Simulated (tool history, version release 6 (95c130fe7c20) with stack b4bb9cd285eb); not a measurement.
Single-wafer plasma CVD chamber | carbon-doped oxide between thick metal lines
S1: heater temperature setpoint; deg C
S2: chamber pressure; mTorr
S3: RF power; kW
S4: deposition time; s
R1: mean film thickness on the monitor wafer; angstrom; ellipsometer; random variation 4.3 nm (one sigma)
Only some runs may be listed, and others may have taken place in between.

run 1 hour=0 | S1=360 S2=4240 S3=0.585 S4=207 | R1=11173
run 2 hour=1.8 | S1=360 S2=4240 S3=0.555 S4=207 | R1=10792
run 3 hour=6.8 | S1=360 S2=4240 S3=0.555 S4=214 | R1=11053
run 4 hour=10.8 | S1=359 S2=4350 S3=0.575 S4=214 | R1=11508
run 5 hour=12.5 | S1=355 S2=4350 S3=0.575 S4=214 | R1=11583
run 6 hour=18.7 | S1=355 S2=4790 S3=0.575 S4=214 | R1=11739
run 7 hour=19.6 | S1=354 S2=4850 S3=0.59 S4=214 | R1=11972
run 8 hour=23.4 | S1=354 S2=4900 S3=0.6 S4=214 | R1=12156
run 9 hour=24.9 | S1=354 S2=4950 S3=0.61 S4=214 | R1=12319
run 10 hour=33.7 | S1=354 S2=5000 S3=0.62 S4=214 | R1=12461
run 11 hour=38.7 | S1=354 S2=5000 S3=0.62 S4=214 | R1=12399

Run 12, settings as shown, results not yet in. Your forecast:
run 12 hour=46 | S1=354 S2=5050 S3=0.625 S4=214 | R1=?

R1: 12559 angstrom
